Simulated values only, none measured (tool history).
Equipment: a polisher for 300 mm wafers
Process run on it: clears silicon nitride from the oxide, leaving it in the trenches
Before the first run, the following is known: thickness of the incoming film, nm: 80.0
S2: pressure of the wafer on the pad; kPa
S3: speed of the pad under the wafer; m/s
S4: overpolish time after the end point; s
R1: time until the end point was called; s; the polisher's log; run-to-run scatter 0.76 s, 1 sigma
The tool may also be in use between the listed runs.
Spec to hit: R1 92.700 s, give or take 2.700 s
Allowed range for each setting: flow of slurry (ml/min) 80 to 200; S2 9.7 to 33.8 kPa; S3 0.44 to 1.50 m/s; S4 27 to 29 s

Run 1, hour 0.0: flow of slurry (ml/min) 130, S2 21.4 kPa, S3 0.96 m/s, S4 27 s. Result: R1 75.729 s.
Run 2, hour 7.7: flow of slurry (ml/min) 130, S2 21.4 kPa, S3 0.82 m/s, S4 27 s. Result: R1 86.154 s.
Run 3, hour 15.9: flow of slurry (ml/min) 125, S2 21.4 kPa, S3 0.82 m/s, S4 27 s. Result: R1 86.197 s.
Run 4, hour 21.7: flow of slurry (ml/min) 125, S2 21.4 kPa, S3 0.82 m/s, S4 29 s. Result: R1 85.656 s.
Run 5, hour 24.4: flow of slurry (ml/min) 145, S2 21.4 kPa, S3 0.82 m/s, S4 29 s. Result: R1 85.637 s.
Run 6, hour 27.2: flow of slurry (ml/min) 145, S2 21.4 kPa, S3 0.60 m/s, S4 29 s. Result: R1 108.870 s.
Run 7, hour 31.7: flow of slurry (ml/min) 145, S2 22.1 kPa, S3 0.60 m/s, S4 29 s. Result: R1 103.980 s.
Run 8, hour 34.6: flow of slurry (ml/min) 145, S2 23.4 kPa, S3 0.60 m/s, S4 29 s. Result: R1 99.011 s.

Exercise: of the 4 proposed moves below, exactly one satisfies all targets within the stated allowed misses. Which move is it?
Run A, hour 37.5: flow of slurry (ml/min) 145, S2 23.4 kPa, S3 0.52 m/s, S4 29 s. Result: R1 ?.
Run B, hour 37.5: flow of slurry (ml/min) 115, S2 24.8 kPa, S3 0.64 m/s, S4 29 s. Result: R1 ?.
Run C, hour 37.5: flow of slurry (ml/min) 110, S2 23.4 kPa, S3 0.64 m/s, S4 28 s. Result: R1 ?.
Run D, hour 37.5: flow of slurry (ml/min) 160, S2 23.4 kPa, S3 0.56 m/s, S4 29 s. Result: R1 ?.

move       R1
   A  107.960
   B   91.272
   C   97.180
   D  101.150
A: the biggest miss grows against the last run
B: every result within its allowed miss
C: an improvement on the last run, though not all results are within tolerance
D: the biggest miss grows against the last run
B meets every target.

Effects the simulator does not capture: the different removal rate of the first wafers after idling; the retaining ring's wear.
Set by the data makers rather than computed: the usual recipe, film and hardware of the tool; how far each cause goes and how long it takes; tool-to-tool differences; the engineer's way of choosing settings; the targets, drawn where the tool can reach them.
